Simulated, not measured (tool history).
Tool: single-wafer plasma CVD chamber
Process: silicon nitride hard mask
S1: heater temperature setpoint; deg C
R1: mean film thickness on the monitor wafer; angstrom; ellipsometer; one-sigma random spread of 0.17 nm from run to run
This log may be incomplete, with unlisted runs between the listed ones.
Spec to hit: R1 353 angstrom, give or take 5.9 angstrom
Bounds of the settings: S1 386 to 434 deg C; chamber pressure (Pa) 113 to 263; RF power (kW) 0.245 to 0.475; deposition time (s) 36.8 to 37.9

{"run": 1, "day": 0.0, "S1": 410, "chamber pressure (Pa)": 188, "RF power (kW)": 0.36, "deposition time (s)": 36.8, "R1": 439.95}
{"run": 2, "day": 0.288, "S1": 410, "chamber pressure (Pa)": 180, "RF power (kW)": 0.35, "deposition time (s)": 36.8, "R1": 426}
{"run": 3, "day": 0.621, "S1": 410, "chamber pressure (Pa)": 164, "RF power (kW)": 0.35, "deposition time (s)": 36.8, "R1": 413.29}
{"run": 4, "day": 0.767, "S1": 410, "chamber pressure (Pa)": 164, "RF power (kW)": 0.325, "deposition time (s)": 36.8, "R1": 392.7}
{"run": 5, "day": 0.938, "S1": 418, "chamber pressure (Pa)": 164, "RF power (kW)": 0.325, "deposition time (s)": 36.8, "R1": 396.35}
{"run": 6, "day": 0.967, "S1": 418, "chamber pressure (Pa)": 159, "RF power (kW)": 0.325, "deposition time (s)": 36.8, "R1": 390.41}
{"run": 7, "day": 1.217, "S1": 418, "chamber pressure (Pa)": 155, "RF power (kW)": 0.325, "deposition time (s)": 36.8, "R1": 389.23}
{"run": 8, "day": 1.554, "S1": 418, "chamber pressure (Pa)": 151, "RF power (kW)": 0.325, "deposition time (s)": 36.8, "R1": 384.63}
{"run": 9, "day": 1.679, "S1": 418, "chamber pressure (Pa)": 147, "RF power (kW)": 0.325, "deposition time (s)": 36.8, "R1": 382.27}
{"run": 10, "day": 1.842, "S1": 418, "chamber pressure (Pa)": 113, "RF power (kW)": 0.3, "deposition time (s)": 36.8, "R1": 334.26}

Which one of the following 4 next-run settings gets every result inside its allowed miss? There is exactly one.
{"run": "A", "day": 2.004, "S1": 415, "chamber pressure (Pa)": 135, "RF power (kW)": 0.29, "deposition time (s)": 37.8, "R1": "?"}
{"run": "B", "day": 2.004, "S1": 418, "chamber pressure (Pa)": 141, "RF power (kW)": 0.3, "deposition time (s)": 37.9, "R1": "?"}
{"run": "C", "day": 2.004, "S1": 416, "chamber pressure (Pa)": 123, "RF power (kW)": 0.26, "deposition time (s)": 37.4, "R1": "?"}
{"run": "D", "day": 2.004, "S1": 427, "chamber pressure (Pa)": 113, "RF power (kW)": 0.3, "deposition time (s)": 37.3, "R1": "?"}

move=A R1=352.67
move=B R1=366.94
move=C R1=314.11
move=D R1=335.18
A: hits every target within its allowed miss
B: takes the result that was furthest off past its target
C: further off than the last run
D: just as far off the targets as the last run
The move that meets every target is A.
